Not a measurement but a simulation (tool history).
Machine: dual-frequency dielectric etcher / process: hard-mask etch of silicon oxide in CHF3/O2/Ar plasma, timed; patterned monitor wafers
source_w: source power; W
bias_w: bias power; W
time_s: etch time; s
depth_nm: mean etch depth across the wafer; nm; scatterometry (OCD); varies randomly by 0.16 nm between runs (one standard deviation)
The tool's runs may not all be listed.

run,hour,source_w,bias_w,time_s,depth_nm
1,0.0,660,174,29.5,56.588
2,1.4,660,174,29.5,56.645
3,9.5,620,174,29.5,55.431
4,12.5,590,173,29.5,53.925
5,14.4,590,173,31.0,56.896
6,16.1,510,173,31.0,53.678
7,17.1,500,173,31.0,53.356
8,25.3,400,170,31.0,48.512
9,26.1,410,170,31.0,49.274
10,32.9,410,170,31.0,49.179

Forecast run 11:
11,33.6,420,170,31.0,?

Run 11 came out at depth_nm 49.666 nm.
